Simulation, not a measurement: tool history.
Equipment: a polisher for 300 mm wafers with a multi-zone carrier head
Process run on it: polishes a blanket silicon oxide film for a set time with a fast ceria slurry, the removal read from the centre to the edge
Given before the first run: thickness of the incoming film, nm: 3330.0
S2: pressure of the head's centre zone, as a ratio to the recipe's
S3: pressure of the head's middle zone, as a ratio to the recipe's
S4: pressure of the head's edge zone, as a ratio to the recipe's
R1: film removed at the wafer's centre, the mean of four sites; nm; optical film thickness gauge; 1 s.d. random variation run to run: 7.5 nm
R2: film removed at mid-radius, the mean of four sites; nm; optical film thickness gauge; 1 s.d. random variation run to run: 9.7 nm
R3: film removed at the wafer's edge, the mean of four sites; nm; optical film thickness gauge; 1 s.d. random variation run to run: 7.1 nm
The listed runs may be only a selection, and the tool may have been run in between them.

Run 1, hour 0.0: flow of slurry (ml/min) 245, S2 1.00, S3 1.00, S4 1.00, polishing time (s) 77. Result: R1 1073.90 nm, R2 1153.9 nm, R3 1165.8 nm.
Run 2, hour 8.5: flow of slurry (ml/min) 245, S2 0.92, S3 1.00, S4 1.00, polishing time (s) 77. Result: R1 976.27 nm, R2 1170.0 nm, R3 1168.3 nm.
Run 3, hour 14.6: flow of slurry (ml/min) 245, S2 0.89, S3 1.00, S4 1.00, polishing time (s) 77. Result: R1 953.59 nm, R2 1162.2 nm, R3 1166.1 nm.
Run 4, hour 20.5: flow of slurry (ml/min) 245, S2 0.86, S3 1.00, S4 1.00, polishing time (s) 77. Result: R1 921.62 nm, R2 1178.0 nm, R3 1147.0 nm.
Run 5, hour 25.3: flow of slurry (ml/min) 245, S2 0.90, S3 1.00, S4 1.00, polishing time (s) 77. Result: R1 950.29 nm, R2 1168.5 nm, R3 1164.9 nm.
Run 6, hour 26.2: flow of slurry (ml/min) 235, S2 0.89, S3 0.99, S4 0.96, polishing time (s) 76. Result: R1 925.86 nm, R2 1122.3 nm, R3 1115.8 nm.
Run 7, hour 35.1: flow of slurry (ml/min) 225, S2 0.88, S3 1.00, S4 0.93, polishing time (s) 76. Result: R1 916.17 nm, R2 1140.4 nm, R3 1098.7 nm.
Run 8, hour 41.2: flow of slurry (ml/min) 220, S2 0.87, S3 1.00, S4 0.90, polishing time (s) 76. Result: R1 912.70 nm, R2 1129.2 nm, R3 1080.4 nm.
Run 9, hour 43.9: flow of slurry (ml/min) 215, S2 0.86, S3 1.00, S4 0.88, polishing time (s) 76. Result: R1 880.52 nm, R2 1113.7 nm, R3 1066.2 nm.
At hour 47.0: centre zone pressure recalibrated.
Run 10, hour 47.0: flow of slurry (ml/min) 215, S2 0.86, S3 1.00, S4 0.88, polishing time (s) 76. Result: R1 967.69 nm, R2 1135.3 nm, R3 1084.7 nm.
Run 11, hour 49.4: flow of slurry (ml/min) 210, S2 0.85, S3 1.00, S4 0.88, polishing time (s) 75. Result: R1 930.08 nm, R2 1117.1 nm, R3 1041.5 nm.

Run 12 comes next. What will it give?
Run 12, hour 52.3: flow of slurry (ml/min) 215, S2 0.84, S3 1.00, S4 0.88, polishing time (s) 74. Result: R1 ?, R2 ?, R3 ?.

Run 12 produced R1 918.05 nm, R2 1094.4 nm, R3 1048.0 nm.

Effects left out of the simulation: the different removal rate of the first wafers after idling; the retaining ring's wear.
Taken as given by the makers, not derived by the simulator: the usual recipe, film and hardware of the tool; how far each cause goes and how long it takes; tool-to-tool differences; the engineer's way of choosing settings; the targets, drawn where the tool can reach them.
